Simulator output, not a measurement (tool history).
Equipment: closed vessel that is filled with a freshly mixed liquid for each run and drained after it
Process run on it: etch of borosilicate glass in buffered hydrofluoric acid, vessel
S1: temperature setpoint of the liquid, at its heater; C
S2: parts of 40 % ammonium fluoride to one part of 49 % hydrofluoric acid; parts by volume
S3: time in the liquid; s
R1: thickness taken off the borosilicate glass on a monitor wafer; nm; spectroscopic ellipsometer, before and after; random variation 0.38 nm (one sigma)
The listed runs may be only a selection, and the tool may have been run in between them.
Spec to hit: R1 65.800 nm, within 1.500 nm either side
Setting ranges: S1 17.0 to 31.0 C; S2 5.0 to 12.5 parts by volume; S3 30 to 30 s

{"run": 1, "hour": 0.0, "S1": 23.0, "S2": 7.5, "S3": 30, "R1": 55.858}
{"run": 2, "hour": 5.8, "S1": 23.0, "S2": 6.5, "S3": 30, "R1": 63.624}
{"run": 3, "hour": 11.2, "S1": 19.5, "S2": 6.5, "S3": 30, "R1": 52.485}
{"run": 4, "hour": 19.6, "S1": 20.0, "S2": 6.5, "S3": 30, "R1": 54.634}
{"run": 5, "hour": 24.5, "S1": 20.0, "S2": 8.5, "S3": 30, "R1": 41.611}
{"run": 6, "hour": 33.7, "S1": 21.0, "S2": 8.5, "S3": 30, "R1": 44.529}
{"run": 7, "hour": 36.5, "S1": 25.0, "S2": 8.5, "S3": 30, "R1": 55.374}
{"run": 8, "hour": 43.1, "S1": 25.5, "S2": 8.5, "S3": 30, "R1": 56.183}
{"run": 9, "hour": 51.2, "S1": 26.0, "S2": 8.5, "S3": 30, "R1": 57.419}
{"run": 10, "hour": 56.1, "S1": 26.5, "S2": 8.5, "S3": 30, "R1": 59.398}
{"run": 11, "hour": 62.5, "S1": 27.0, "S2": 8.5, "S3": 30, "R1": 60.533}
{"run": 12, "hour": 69.8, "S1": 28.0, "S2": 8.5, "S3": 30, "R1": 64.145}

Which one of the following 4 next-run settings gets every result inside its allowed miss? There is exactly one.
{"run": "A", "hour": 77.1, "S1": 28.5, "S2": 8.0, "S3": 30, "R1": "?"}
{"run": "B", "hour": 77.1, "S1": 26.0, "S2": 7.0, "S3": 30, "R1": "?"}
{"run": "C", "hour": 77.1, "S1": 31.0, "S2": 9.5, "S3": 30, "R1": "?"}
{"run": "D", "hour": 77.1, "S1": 28.0, "S2": 8.0, "S3": 30, "R1": "?"}

move=A R1=71.085
move=B R1=70.612
move=C R1=66.944
move=D R1=69.264
A: moves the result that the last run missed by most past its target, out the other side
B: moves the result that the last run missed by most past its target, out the other side
C: meets every target
D: moves the result that the last run missed by most past its target, out the other side
Correct choice: C, which meets every target

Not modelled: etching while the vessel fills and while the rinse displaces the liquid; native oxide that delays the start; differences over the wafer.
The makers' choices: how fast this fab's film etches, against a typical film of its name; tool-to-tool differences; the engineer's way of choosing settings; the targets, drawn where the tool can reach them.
